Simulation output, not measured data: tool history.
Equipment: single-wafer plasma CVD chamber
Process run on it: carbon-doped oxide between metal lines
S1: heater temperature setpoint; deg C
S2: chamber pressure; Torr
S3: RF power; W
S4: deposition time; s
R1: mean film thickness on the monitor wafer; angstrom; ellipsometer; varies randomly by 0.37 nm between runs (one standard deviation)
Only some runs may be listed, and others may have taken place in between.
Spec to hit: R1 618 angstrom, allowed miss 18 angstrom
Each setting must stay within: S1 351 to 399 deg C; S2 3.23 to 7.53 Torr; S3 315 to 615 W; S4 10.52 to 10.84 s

{"run": 1, "day": 0.0, "S1": 375, "S2": 5.38, "S3": 465, "S4": 10.52, "R1": 503.38}
{"run": 2, "day": 0.271, "S1": 375, "S2": 5.42, "S3": 480, "S4": 10.56, "R1": 522.77}
{"run": 3, "day": 0.454, "S1": 375, "S2": 5.42, "S3": 505, "S4": 10.56, "R1": 539.53}
{"run": 4, "day": 0.542, "S1": 375, "S2": 5.42, "S3": 505, "S4": 10.84, "R1": 557.21}
{"run": 5, "day": 0.729, "S1": 370, "S2": 5.42, "S3": 505, "S4": 10.84, "R1": 562.07}
{"run": 6, "day": 0.783, "S1": 370, "S2": 5.42, "S3": 505, "S4": 10.52, "R1": 538.37}
{"run": 7, "day": 0.808, "S1": 370, "S2": 5.44, "S3": 515, "S4": 10.54, "R1": 552.47}
{"run": 8, "day": 0.958, "S1": 370, "S2": 5.47, "S3": 525, "S4": 10.56, "R1": 564.78}
{"run": 9, "day": 1.088, "S1": 370, "S2": 5.52, "S3": 530, "S4": 10.57, "R1": 571.97}
{"run": 10, "day": 1.371, "S1": 370, "S2": 5.58, "S3": 535, "S4": 10.58, "R1": 577.59}
{"run": 11, "day": 1.438, "S1": 370, "S2": 5.64, "S3": 540, "S4": 10.59, "R1": 581.65}
{"run": 12, "day": 1.683, "S1": 370, "S2": 5.67, "S3": 545, "S4": 10.6, "R1": 581.53}
{"day": 1.742, "done": "capacitance manometer re-zeroed and calibrated"}
{"run": 13, "day": 1.742, "S1": 370, "S2": 5.67, "S3": 550, "S4": 10.61, "R1": 590.73}
{"run": 14, "day": 1.879, "S1": 370, "S2": 5.68, "S3": 555, "S4": 10.62, "R1": 598.94}
{"run": 15, "day": 2.192, "S1": 370, "S2": 5.69, "S3": 555, "S4": 10.62, "R1": 600.69}
{"run": 16, "day": 2.296, "S1": 370, "S2": 5.7, "S3": 555, "S4": 10.62, "R1": 604.25}
{"run": 17, "day": 2.646, "S1": 370, "S2": 5.72, "S3": 555, "S4": 10.62, "R1": 596.32}
{"run": 18, "day": 2.896, "S1": 370, "S2": 5.72, "S3": 560, "S4": 10.62, "R1": 597.17}

Which of these 5 next moves meets every target?
{"run": "A", "day": 3.146, "S1": 376, "S2": 5.73, "S3": 495, "S4": 10.84, "R1": "?"}
{"run": "B", "day": 3.146, "S1": 351, "S2": 6.78, "S3": 480, "S4": 10.63, "R1": "?"}
{"run": "C", "day": 3.146, "S1": 361, "S2": 5.9, "S3": 510, "S4": 10.52, "R1": "?"}
{"run": "D", "day": 3.146, "S1": 357, "S2": 5.93, "S3": 560, "S4": 10.52, "R1": "?"}
{"run": "E", "day": 3.146, "S1": 364, "S2": 6.24, "S3": 535, "S4": 10.52, "R1": "?"}

move=A R1=552.51
move=B R1=579.87
move=C R1=572.03
move=D R1=616.74
move=E R1=589.75
A: its largest miss is bigger than the last run's
B: its largest miss is bigger than the last run's
C: its largest miss is bigger than the last run's
D: every result within its allowed miss
E: its largest miss is bigger than the last run's
The move that meets every target is D.
